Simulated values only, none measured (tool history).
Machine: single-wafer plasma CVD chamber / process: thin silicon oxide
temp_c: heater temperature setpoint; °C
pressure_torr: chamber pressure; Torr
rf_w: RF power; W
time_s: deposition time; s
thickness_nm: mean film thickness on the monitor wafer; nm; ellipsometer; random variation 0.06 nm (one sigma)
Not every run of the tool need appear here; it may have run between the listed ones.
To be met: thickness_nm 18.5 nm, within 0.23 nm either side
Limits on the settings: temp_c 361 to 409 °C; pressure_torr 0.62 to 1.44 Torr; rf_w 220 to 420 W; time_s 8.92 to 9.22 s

run 1 hour=0 | temp_c=385 pressure_torr=1.03 rf_w=320 time_s=8.92 | thickness_nm=21.615
run 2 hour=4.1 | temp_c=385 pressure_torr=1 rf_w=320 time_s=8.92 | thickness_nm=20.937
run 3 hour=12.1 | temp_c=390 pressure_torr=1 rf_w=320 time_s=8.92 | thickness_nm=20.856
run 4 hour=18.1 | temp_c=390 pressure_torr=1 rf_w=285 time_s=8.92 | thickness_nm=19.504
run 5 hour=18.6 | temp_c=390 pressure_torr=0.9 rf_w=285 time_s=8.92 | thickness_nm=17.114
run 6 hour=25.3 | temp_c=390 pressure_torr=1.01 rf_w=285 time_s=8.92 | thickness_nm=19.732
run 7 hour=32.4 | temp_c=390 pressure_torr=1 rf_w=285 time_s=8.92 | thickness_nm=19.555
run 8 hour=39.3 | temp_c=390 pressure_torr=0.99 rf_w=285 time_s=8.92 | thickness_nm=19.431
run 9 hour=41.2 | temp_c=390 pressure_torr=0.91 rf_w=285 time_s=8.92 | thickness_nm=17.322
run 10 hour=43.5 | temp_c=390 pressure_torr=0.92 rf_w=285 time_s=8.92 | thickness_nm=17.719
run 11 hour=45.1 | temp_c=389 pressure_torr=0.94 rf_w=285 time_s=8.92 | thickness_nm=18.197

Which single option among these 4 for the next run brings every result within its allowed miss of target? Just one does.
run A hour=46.7 | temp_c=394 pressure_torr=0.94 rf_w=260 time_s=9.22 | thickness_nm=?
run B hour=46.7 | temp_c=393 pressure_torr=0.9 rf_w=300 time_s=9.12 | thickness_nm=?
run C hour=46.7 | temp_c=389 pressure_torr=0.93 rf_w=280 time_s=8.93 | thickness_nm=?
run D hour=46.7 | temp_c=387 pressure_torr=0.99 rf_w=260 time_s=8.98 | thickness_nm=?

move=A thickness_nm=17.589
move=B thickness_nm=17.992
move=C thickness_nm=17.701
move=D thickness_nm=18.396
A: its largest miss is bigger than the last run's
B: its largest miss is bigger than the last run's
C: its largest miss is bigger than the last run's
D: every result within its allowed miss
Go with D: it meets all targets.

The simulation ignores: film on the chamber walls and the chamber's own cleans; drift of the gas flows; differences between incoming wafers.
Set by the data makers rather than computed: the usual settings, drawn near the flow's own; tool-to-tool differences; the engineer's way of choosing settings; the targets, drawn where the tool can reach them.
